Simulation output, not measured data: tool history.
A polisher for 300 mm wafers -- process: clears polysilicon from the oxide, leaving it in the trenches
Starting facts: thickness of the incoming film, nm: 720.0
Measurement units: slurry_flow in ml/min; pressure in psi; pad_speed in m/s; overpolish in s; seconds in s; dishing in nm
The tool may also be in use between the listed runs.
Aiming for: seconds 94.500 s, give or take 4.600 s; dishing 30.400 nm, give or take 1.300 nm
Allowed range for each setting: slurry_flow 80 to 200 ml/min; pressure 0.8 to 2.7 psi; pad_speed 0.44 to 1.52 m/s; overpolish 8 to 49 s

| run | hour | slurry_flow | pressure | pad_speed | overpolish | seconds | dishing |
|---|---|---|---|---|---|---|---|
| 1 | 0.0 | 130 | 1.7 | 0.98 | 25 | 97.749 | 39.299 |
| 2 | 5.4 | 120 | 1.7 | 0.98 | 25 | 96.841 | 38.187 |
| 3 | 10.8 | 110 | 1.7 | 0.98 | 22 | 97.560 | 37.322 |
| 4 | 16.7 | 110 | 1.7 | 1.20 | 22 | 82.672 | 38.189 |
| 5 | 20.3 | 110 | 1.7 | 1.36 | 22 | 70.995 | 39.386 |
| 6 | 24.8 | 105 | 1.8 | 1.24 | 19 | 76.177 | 38.449 |
| 7 | 32.0 | 100 | 1.8 | 1.20 | 17 | 80.779 | 37.961 |
| 8 | 37.5 | 95 | 1.8 | 1.16 | 15 | 82.655 | 37.306 |
| 9 | 40.1 | 90 | 1.9 | 1.10 | 14 | 84.632 | 37.024 |
| 10 | 47.8 | 90 | 1.9 | 1.06 | 13 | 86.551 | 35.586 |
| 11 | 50.1 | 90 | 2.0 | 0.94 | 12 | 95.022 | 35.041 |
| 12 | 55.4 | 90 | 2.1 | 0.88 | 11 | 94.432 | 33.443 |
| 13 | 59.7 | 90 | 2.2 | 0.84 | 10 | 93.442 | 32.891 |
| 14 | 67.1 | 90 | 2.3 | 0.80 | 10 | 97.961 | 32.922 |
| 15 | 74.6 | 90 | 2.4 | 0.78 | 10 | 95.789 | 32.961 |
| 16 | 75.6 | 90 | 2.5 | 0.76 | 10 | 94.760 | 33.079 |
| 17 | 83.9 | 90 | 2.5 | 0.74 | 10 | 96.865 | 33.142 |
| 18 | 84.5 | 85 | 2.6 | 0.70 | 9 | 100.780 | 30.699 |

5 next moves are on the table. One of them brings every result within its allowed miss. Which?
| A | 85.1 | 80 | 2.7 | 0.72 | 8 | ? | ? |
| B | 85.1 | 105 | 2.3 | 0.92 | 10 | ? | ? |
| C | 85.1 | 115 | 2.6 | 0.70 | 10 | ? | ? |
| D | 85.1 | 80 | 2.7 | 0.62 | 8 | ? | ? |
| E | 85.1 | 110 | 2.6 | 0.70 | 10 | ? | ? |

| move | seconds | dishing |
|---|---|---|
| A | 95.420 | 30.376 |
| B | 83.417 | 34.563 |
| C | 95.922 | 33.069 |
| D | 110.010 | 28.442 |
| E | 96.551 | 32.994 |
A: hits every target within its allowed miss
B: takes the result that was furthest off past its target
C: the worst result of the last run now meets its target, but another is out of spec
D: moves away from the targets compared with the last run
E: the worst result of the last run now meets its target, but another is out of spec
The move that meets every target is A.
